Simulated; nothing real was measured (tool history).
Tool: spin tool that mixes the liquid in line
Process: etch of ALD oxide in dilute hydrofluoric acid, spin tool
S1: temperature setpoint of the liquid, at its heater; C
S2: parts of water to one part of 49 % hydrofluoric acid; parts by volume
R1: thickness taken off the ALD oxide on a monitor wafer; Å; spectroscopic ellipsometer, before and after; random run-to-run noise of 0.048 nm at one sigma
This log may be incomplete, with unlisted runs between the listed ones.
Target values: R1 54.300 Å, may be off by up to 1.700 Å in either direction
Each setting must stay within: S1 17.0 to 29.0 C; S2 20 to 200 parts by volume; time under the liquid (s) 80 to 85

run 1 hour=0.0 | S1=21.0 S2=110 time_under_the_liquid_(s)=80 | R1=111.980
run 2 hour=3.9 | S1=21.0 S2=110 time_under_the_liquid_(s)=80 | R1=112.570
run 3 hour=11.1 | S1=21.0 S2=90 time_under_the_liquid_(s)=80 | R1=141.900
run 4 hour=13.8 | S1=20.0 S2=105 time_under_the_liquid_(s)=80 | R1=114.490
run 5 hour=20.0 | S1=19.5 S2=120 time_under_the_liquid_(s)=80 | R1=96.224
run 6 hour=24.2 | S1=19.5 S2=135 time_under_the_liquid_(s)=80 | R1=83.772
run 7 hour=32.1 | S1=19.0 S2=145 time_under_the_liquid_(s)=80 | R1=74.706
run 8 hour=38.3 | S1=18.5 S2=150 time_under_the_liquid_(s)=80 | R1=71.403
run 9 hour=39.7 | S1=18.0 S2=155 time_under_the_liquid_(s)=80 | R1=67.122
run 10 hour=46.8 | S1=18.0 S2=160 time_under_the_liquid_(s)=80 | R1=64.136
run 11 hour=52.2 | S1=18.0 S2=165 time_under_the_liquid_(s)=80 | R1=62.234
run 12 hour=56.9 | S1=18.0 S2=170 time_under_the_liquid_(s)=80 | R1=60.309
run 13 hour=65.4 | S1=17.5 S2=175 time_under_the_liquid_(s)=80 | R1=56.475
run 14 hour=68.5 | S1=17.0 S2=175 time_under_the_liquid_(s)=80 | R1=55.802

Exactly one of the 4 candidate moves below puts every result within its allowed miss. Which one?
run A hour=71.6 | S1=17.0 S2=170 time_under_the_liquid_(s)=80 | R1=?
run B hour=71.6 | S1=17.0 S2=190 time_under_the_liquid_(s)=85 | R1=?
run C hour=71.6 | S1=18.0 S2=170 time_under_the_liquid_(s)=80 | R1=?
run D hour=71.6 | S1=18.0 S2=175 time_under_the_liquid_(s)=80 | R1=?

move=A R1=57.845
move=B R1=53.971
move=C R1=60.226
move=D R1=58.223
A: moves away from the targets compared with the last run
B: every result within its allowed miss
C: moves away from the targets compared with the last run
D: moves away from the targets compared with the last run
The right move is B.
